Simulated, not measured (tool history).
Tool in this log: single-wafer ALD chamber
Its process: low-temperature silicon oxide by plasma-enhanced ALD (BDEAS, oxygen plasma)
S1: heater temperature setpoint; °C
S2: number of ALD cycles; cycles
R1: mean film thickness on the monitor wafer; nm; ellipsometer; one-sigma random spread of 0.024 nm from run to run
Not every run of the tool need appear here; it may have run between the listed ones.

| run | hour | S1 | S2 | R1 |
|---|---|---|---|---|
| 1 | 0.0 | 85 | 53 | 8.5054 |
| 2 | 4.8 | 78 | 53 | 8.6758 |
| 3 | 6.5 | 75 | 55 | 9.0824 |
| 4 | 13.8 | 75 | 62 | 10.2710 |
| 5 | 22.2 | 75 | 68 | 11.2410 |
| 6 | 26.7 | 82 | 68 | 11.0520 |
| 7 | 28.5 | 85 | 68 | 10.9220 |
| 8 | 36.5 | 88 | 68 | 10.8470 |

Run 9, settings as shown, results not yet in. Your forecast:
| 9 | 41.6 | 100 | 67 | ? |

R1: 10.2840 nm
